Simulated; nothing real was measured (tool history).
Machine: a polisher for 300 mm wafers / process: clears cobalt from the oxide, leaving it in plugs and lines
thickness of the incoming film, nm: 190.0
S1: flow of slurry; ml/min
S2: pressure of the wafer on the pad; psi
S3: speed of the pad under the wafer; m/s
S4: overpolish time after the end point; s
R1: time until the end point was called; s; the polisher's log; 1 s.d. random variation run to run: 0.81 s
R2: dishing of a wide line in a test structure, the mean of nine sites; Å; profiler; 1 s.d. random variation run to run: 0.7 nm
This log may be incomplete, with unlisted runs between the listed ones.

Run 1, hour 0.0: S1 195 ml/min, S2 2.3 psi, S3 0.80 m/s, S4 22 s. Result: R1 34.265 s, R2 529.33 Å.
Run 2, hour 4.5: S1 195 ml/min, S2 2.8 psi, S3 0.80 m/s, S4 22 s. Result: R1 28.748 s, R2 573.78 Å.
Run 3, hour 5.4: S1 190 ml/min, S2 2.2 psi, S3 0.72 m/s, S4 27 s. Result: R1 38.663 s, R2 549.18 Å.
Run 4, hour 14.1: S1 190 ml/min, S2 2.2 psi, S3 0.72 m/s, S4 20 s. Result: R1 39.142 s, R2 493.73 Å.
Run 5, hour 16.2: S1 185 ml/min, S2 1.8 psi, S3 0.64 m/s, S4 25 s. Result: R1 49.120 s, R2 476.96 Å.
Run 6, hour 20.2: S1 185 ml/min, S2 1.5 psi, S3 0.58 m/s, S4 30 s. Result: R1 60.935 s, R2 468.96 Å.
Run 7, hour 29.0: S1 175 ml/min, S2 1.0 psi, S3 0.56 m/s, S4 40 s. Result: R1 81.254 s, R2 477.86 Å.

Forecast run 8:
Run 8, hour 32.2: S1 180 ml/min, S2 1.0 psi, S3 0.56 m/s, S4 40 s. Result: R1 ?, R2 ?.

R1: 81.420 s
R2: 488.04 Å

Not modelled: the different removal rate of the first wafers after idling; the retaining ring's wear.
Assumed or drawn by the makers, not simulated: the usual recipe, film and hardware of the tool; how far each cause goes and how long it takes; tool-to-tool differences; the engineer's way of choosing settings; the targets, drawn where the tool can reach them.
